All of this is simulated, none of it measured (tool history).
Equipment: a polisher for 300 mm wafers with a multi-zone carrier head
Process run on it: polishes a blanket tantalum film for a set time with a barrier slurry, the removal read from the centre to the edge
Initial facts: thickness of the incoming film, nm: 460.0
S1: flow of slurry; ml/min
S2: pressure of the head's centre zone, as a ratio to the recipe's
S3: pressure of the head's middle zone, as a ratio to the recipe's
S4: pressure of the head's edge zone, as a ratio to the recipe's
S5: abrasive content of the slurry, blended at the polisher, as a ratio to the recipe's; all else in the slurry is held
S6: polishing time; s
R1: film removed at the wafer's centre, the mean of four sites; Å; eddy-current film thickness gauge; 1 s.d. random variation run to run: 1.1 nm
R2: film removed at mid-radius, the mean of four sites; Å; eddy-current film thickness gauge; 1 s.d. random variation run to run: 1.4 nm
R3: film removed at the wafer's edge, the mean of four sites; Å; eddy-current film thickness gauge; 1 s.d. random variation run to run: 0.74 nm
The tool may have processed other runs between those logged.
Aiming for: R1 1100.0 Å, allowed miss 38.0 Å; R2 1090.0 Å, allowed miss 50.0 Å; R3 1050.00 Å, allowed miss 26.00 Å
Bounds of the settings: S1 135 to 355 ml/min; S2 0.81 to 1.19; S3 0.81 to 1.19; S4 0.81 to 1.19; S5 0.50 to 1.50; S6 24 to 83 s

{"run": 1, "hour": 0.0, "S1": 225, "S2": 1.0, "S3": 1.0, "S4": 1.0, "S5": 1.0, "S6": 53, "R1": 1217.7, "R2": 1218.5, "R3": 1260.5}
{"run": 2, "hour": 4.4, "S1": 220, "S2": 1.0, "S3": 1.0, "S4": 0.98, "S5": 0.95, "S6": 53, "R1": 1203.1, "R2": 1227.3, "R3": 1246.1}
{"run": 3, "hour": 7.5, "S1": 180, "S2": 1.0, "S3": 1.0, "S4": 0.98, "S5": 0.95, "S6": 53, "R1": 1184.8, "R2": 1192.6, "R3": 1218.5}
{"run": 4, "hour": 10.1, "S1": 180, "S2": 1.0, "S3": 1.0, "S4": 0.97, "S5": 0.9, "S6": 53, "R1": 1182.5, "R2": 1193.9, "R3": 1180.9}
{"run": 5, "hour": 15.9, "S1": 180, "S2": 1.0, "S3": 0.99, "S4": 0.96, "S5": 0.9, "S6": 53, "R1": 1182.3, "R2": 1145.9, "R3": 1180.9}
{"run": 6, "hour": 19.0, "S1": 180, "S2": 1.0, "S3": 0.99, "S4": 0.95, "S5": 0.9, "S6": 53, "R1": 1197.6, "R2": 1152.1, "R3": 1172.9}
{"run": 7, "hour": 25.3, "S1": 180, "S2": 0.99, "S3": 0.99, "S4": 0.94, "S5": 0.9, "S6": 53, "R1": 1165.6, "R2": 1187.3, "R3": 1180.2}
{"run": 8, "hour": 28.2, "S1": 180, "S2": 0.99, "S3": 0.99, "S4": 0.93, "S5": 0.85, "S6": 53, "R1": 1141.0, "R2": 1145.5, "R3": 1145.4}

5 candidate next runs follow, results not yet known. Just one meets every target within its allowed miss. Identify it.
{"run": "A", "hour": 31.1, "S1": 135, "S2": 1.14, "S3": 1.1, "S4": 0.81, "S5": 0.95, "S6": 51, "R1": "?", "R2": "?", "R3": "?"}
{"run": "B", "hour": 31.1, "S1": 160, "S2": 1.0, "S3": 0.99, "S4": 0.85, "S5": 1.4, "S6": 45, "R1": "?", "R2": "?", "R3": "?"}
{"run": "C", "hour": 31.1, "S1": 150, "S2": 1.04, "S3": 0.96, "S4": 1.04, "S5": 0.8, "S6": 56, "R1": "?", "R2": "?", "R3": "?"}
{"run": "D", "hour": 31.1, "S1": 185, "S2": 1.19, "S3": 1.16, "S4": 0.84, "S5": 0.9, "S6": 47, "R1": "?", "R2": "?", "R3": "?"}
{"run": "E", "hour": 31.1, "S1": 280, "S2": 1.03, "S3": 1.04, "S4": 0.81, "S5": 0.85, "S6": 47, "R1": "?", "R2": "?", "R3": "?"}

move=A R1=1201.0 R2=1234.1 R3=1042.40
move=B R1=1096.0 R2=1120.3 R3=1052.20
move=C R1=1195.7 R2=1162.2 R3=1234.90
move=D R1=1170.6 R2=1216.5 R3=986.82
move=E R1=1094.3 R2=1135.9 R3=986.27
A: brings the result that was furthest off to its target, and leaves another outside
B: all results land within tolerance of their targets
C: misses by more than the last run did
D: pushes the last run's worst result past its target
E: pushes the last run's worst result past its target
Move B is the one to make.

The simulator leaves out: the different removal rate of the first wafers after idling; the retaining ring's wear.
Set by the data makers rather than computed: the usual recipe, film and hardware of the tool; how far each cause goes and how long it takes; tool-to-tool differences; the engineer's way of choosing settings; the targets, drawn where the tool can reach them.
